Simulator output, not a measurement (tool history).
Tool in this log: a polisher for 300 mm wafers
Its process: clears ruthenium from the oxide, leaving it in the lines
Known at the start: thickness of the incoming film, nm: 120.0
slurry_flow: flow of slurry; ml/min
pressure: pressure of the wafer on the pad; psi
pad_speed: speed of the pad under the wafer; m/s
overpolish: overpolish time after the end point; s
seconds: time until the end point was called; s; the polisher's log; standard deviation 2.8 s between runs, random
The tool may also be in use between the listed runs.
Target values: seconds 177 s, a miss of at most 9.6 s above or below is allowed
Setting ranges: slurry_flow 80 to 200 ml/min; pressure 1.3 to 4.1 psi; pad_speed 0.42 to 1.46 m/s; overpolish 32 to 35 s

run    day  slurry_flow  pressure  pad_speed  overpolish  seconds
  1      0          130       2.7       0.94          32   117.67
  2  0.029          130       3.1       0.94          32   105.36
  3  0.075          130       3.1       1.04          32   93.415
  4  0.362          130       2.9       1.04          32   99.506
  5  0.646          130       2.9       1.16          32   91.184
     0.962  -- worn pad replaced by a new one
  6  0.962          130       3.2       1.16          32   78.145
  7  1.117          130       2.7       1.14          32   90.032
  8  1.158          125       2.3       1.04          32    115.8
  9  1.417          125         2          1          32    134.5
 10  1.617          125       1.8       0.98          32    153.6
 11  1.779          125       1.7       0.98          32   163.65

Consider the 5 candidate settings below. Which is the only one whose results all fall within their allowed miss of target?
  A  1.942          125       2.4       0.62          32        ?
  B  1.942          155       1.5        1.1          35        ?
  C  1.942          180       1.4       1.18          32        ?
  D  1.942          130       1.7       0.74          35        ?
  E  1.942          200       1.3       0.94          32        ?

move  seconds
   A   178.47
   B   159.12
   C   155.16
   D   210.38
   E   202.33
A: all results land within tolerance of their targets
B: moves away from the targets compared with the last run
C: moves away from the targets compared with the last run
D: moves the result that the last run missed by most past its target, out the other side
E: moves the result that the last run missed by most past its target, out the other side
The right move is A.
